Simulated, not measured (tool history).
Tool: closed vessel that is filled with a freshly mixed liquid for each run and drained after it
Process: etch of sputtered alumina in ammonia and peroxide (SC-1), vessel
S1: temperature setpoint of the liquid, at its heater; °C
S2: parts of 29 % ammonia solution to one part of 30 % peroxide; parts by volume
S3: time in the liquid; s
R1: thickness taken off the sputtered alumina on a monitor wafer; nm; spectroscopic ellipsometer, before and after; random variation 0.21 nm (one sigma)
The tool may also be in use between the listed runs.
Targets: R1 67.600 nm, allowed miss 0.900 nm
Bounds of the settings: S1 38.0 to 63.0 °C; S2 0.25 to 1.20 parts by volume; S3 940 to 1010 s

{"run": 1, "hour": 0.0, "S1": 47.0, "S2": 0.95, "S3": 940, "R1": 40.377}
{"run": 2, "hour": 7.8, "S1": 48.5, "S2": 0.95, "S3": 940, "R1": 44.286}
{"run": 3, "hour": 14.9, "S1": 43.5, "S2": 0.95, "S3": 940, "R1": 33.285}
{"run": 4, "hour": 20.8, "S1": 46.0, "S2": 0.95, "S3": 940, "R1": 38.475}
{"run": 5, "hour": 22.3, "S1": 48.0, "S2": 0.95, "S3": 940, "R1": 42.601}
{"run": 6, "hour": 24.0, "S1": 53.5, "S2": 0.95, "S3": 940, "R1": 58.013}
{"run": 7, "hour": 30.5, "S1": 54.0, "S2": 0.95, "S3": 940, "R1": 59.677}
{"run": 8, "hour": 37.8, "S1": 54.5, "S2": 0.95, "S3": 940, "R1": 61.021}
{"run": 9, "hour": 46.2, "S1": 55.0, "S2": 0.95, "S3": 940, "R1": 62.4}
{"run": 10, "hour": 51.9, "S1": 55.5, "S2": 0.95, "S3": 940, "R1": 64.225}
{"run": 11, "hour": 54.1, "S1": 56.0, "S2": 0.95, "S3": 940, "R1": 66.348}

5 next moves are on the table. One of them brings every result within its allowed miss. Which?
{"run": "A", "hour": 56.3, "S1": 55.0, "S2": 0.85, "S3": 965, "R1": "?"}
{"run": "B", "hour": 56.3, "S1": 55.5, "S2": 1.0, "S3": 940, "R1": "?"}
{"run": "C", "hour": 56.3, "S1": 55.5, "S2": 0.75, "S3": 1005, "R1": "?"}
{"run": "D", "hour": 56.3, "S1": 54.0, "S2": 1.0, "S3": 1010, "R1": "?"}
{"run": "E", "hour": 56.3, "S1": 55.5, "S2": 1.05, "S3": 940, "R1": "?"}

move=A R1=63.777
move=B R1=64.782
move=C R1=67.401
move=D R1=64.270
move=E R1=65.082
A: further off than the last run
B: further off than the last run
C: meets every target
D: further off than the last run
E: further off than the last run
Move C is the one to make.
